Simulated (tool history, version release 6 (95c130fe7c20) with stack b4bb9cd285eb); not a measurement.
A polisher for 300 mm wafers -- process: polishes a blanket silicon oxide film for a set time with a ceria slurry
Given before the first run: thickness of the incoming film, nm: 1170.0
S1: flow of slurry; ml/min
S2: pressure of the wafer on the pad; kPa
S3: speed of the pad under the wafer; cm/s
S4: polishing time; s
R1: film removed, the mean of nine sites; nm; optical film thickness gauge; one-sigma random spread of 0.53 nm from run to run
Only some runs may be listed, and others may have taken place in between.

run	hour	S1	S2	S3	S4	R1
1	0.0	220	18.6	134	23	100.470
2	3.9	220	15.2	132	23	82.151
3	5.9	220	19.3	132	23	101.390
4	13.7	220	15.9	130	23	82.440
5	21.4	220	20.0	130	23	106.780
6	25.1	220	20.0	130	23	106.480
7	26.3	220	16.5	128	23	85.938
8	30.6	220	14.5	128	23	75.412

Run 9 comes next. What will it give?
9	33.8	220	13.1	128	23	?

For run 9 the tool returned R1 68.908 nm.
